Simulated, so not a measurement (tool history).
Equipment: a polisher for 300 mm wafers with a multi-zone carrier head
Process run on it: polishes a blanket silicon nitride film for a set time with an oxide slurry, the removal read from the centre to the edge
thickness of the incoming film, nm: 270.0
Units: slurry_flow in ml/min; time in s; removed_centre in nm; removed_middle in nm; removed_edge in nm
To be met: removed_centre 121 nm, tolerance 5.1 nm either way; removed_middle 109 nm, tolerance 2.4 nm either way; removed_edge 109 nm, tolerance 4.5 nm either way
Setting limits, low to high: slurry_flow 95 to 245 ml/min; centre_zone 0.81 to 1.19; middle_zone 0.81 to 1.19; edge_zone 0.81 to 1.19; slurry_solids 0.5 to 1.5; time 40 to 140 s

{"run": 1, "hour": 0.0, "slurry_flow": 155, "centre_zone": 1, "middle_zone": 1, "edge_zone": 1, "slurry_solids": 1, "time": 90, "removed_centre": 84.579, "removed_middle": 83.157, "removed_edge": 90.114}
{"run": 2, "hour": 6.4, "slurry_flow": 155, "centre_zone": 1, "middle_zone": 1, "edge_zone": 1, "slurry_solids": 1, "time": 74, "removed_centre": 70.078, "removed_middle": 68.329, "removed_edge": 74.035}
{"run": 3, "hour": 11.8, "slurry_flow": 155, "centre_zone": 1, "middle_zone": 1, "edge_zone": 1, "slurry_solids": 0.8, "time": 74, "removed_centre": 63.68, "removed_middle": 62.613, "removed_edge": 66.447}
{"run": 4, "hour": 19.4, "slurry_flow": 175, "centre_zone": 1.06, "middle_zone": 1.05, "edge_zone": 1.02, "slurry_solids": 1, "time": 75, "removed_centre": 76.158, "removed_middle": 74.231, "removed_edge": 77.356}
{"run": 5, "hour": 20.3, "slurry_flow": 175, "centre_zone": 1.06, "middle_zone": 1.05, "edge_zone": 1.02, "slurry_solids": 1, "time": 92, "removed_centre": 93.718, "removed_middle": 89.919, "removed_edge": 93.785}
{"run": 6, "hour": 28.2, "slurry_flow": 175, "centre_zone": 1.06, "middle_zone": 1.05, "edge_zone": 1.02, "slurry_solids": 0.8, "time": 92, "removed_centre": 85.347, "removed_middle": 82.948, "removed_edge": 85.182}
{"run": 7, "hour": 34.2, "slurry_flow": 190, "centre_zone": 1.1, "middle_zone": 1.07, "edge_zone": 1.03, "slurry_solids": 0.9, "time": 92, "removed_centre": 95.458, "removed_middle": 90.104, "removed_edge": 91.35}
{"run": 8, "hour": 37.2, "slurry_flow": 205, "centre_zone": 1.13, "middle_zone": 1.09, "edge_zone": 1.05, "slurry_solids": 0.95, "time": 92, "removed_centre": 99.575, "removed_middle": 94.121, "removed_edge": 95.683}
{"run": 9, "hour": 39.5, "slurry_flow": 210, "centre_zone": 1.15, "middle_zone": 1.1, "edge_zone": 1.04, "slurry_solids": 1.05, "time": 92, "removed_centre": 106.66, "removed_middle": 98.705, "removed_edge": 99.585}

Which single option among these 4 for the next run brings every result within its allowed miss of target? Just one does.
{"run": "A", "hour": 41.8, "slurry_flow": 245, "centre_zone": 1.19, "middle_zone": 1.19, "edge_zone": 0.92, "slurry_solids": 1.25, "time": 91, "removed_centre": "?", "removed_middle": "?", "removed_edge": "?"}
{"run": "B", "hour": 41.8, "slurry_flow": 220, "centre_zone": 1.13, "middle_zone": 1.07, "edge_zone": 0.98, "slurry_solids": 1.2, "time": 99, "removed_centre": "?", "removed_middle": "?", "removed_edge": "?"}
{"run": "C", "hour": 41.8, "slurry_flow": 190, "centre_zone": 1.05, "middle_zone": 1.18, "edge_zone": 1.05, "slurry_solids": 0.95, "time": 104, "removed_centre": "?", "removed_middle": "?", "removed_edge": "?"}
{"run": "D", "hour": 41.8, "slurry_flow": 220, "centre_zone": 1.06, "middle_zone": 1.12, "edge_zone": 1.09, "slurry_solids": 1.15, "time": 96, "removed_centre": "?", "removed_middle": "?", "removed_edge": "?"}

move=A removed_centre=118.28 removed_middle=113.3 removed_edge=99.095
move=B removed_centre=118.54 removed_middle=109.46 removed_edge=108.57
move=C removed_centre=103.8 removed_middle=112.45 removed_edge=106.41
move=D removed_centre=106.18 removed_middle=108.72 removed_edge=109.17
A: carries the result that was furthest off beyond its target, to the other side
B: hits every target within its allowed miss
C: carries the result that was furthest off beyond its target, to the other side
D: meets the target for the result that was furthest off, but another lies outside its allowed miss
Answer: B

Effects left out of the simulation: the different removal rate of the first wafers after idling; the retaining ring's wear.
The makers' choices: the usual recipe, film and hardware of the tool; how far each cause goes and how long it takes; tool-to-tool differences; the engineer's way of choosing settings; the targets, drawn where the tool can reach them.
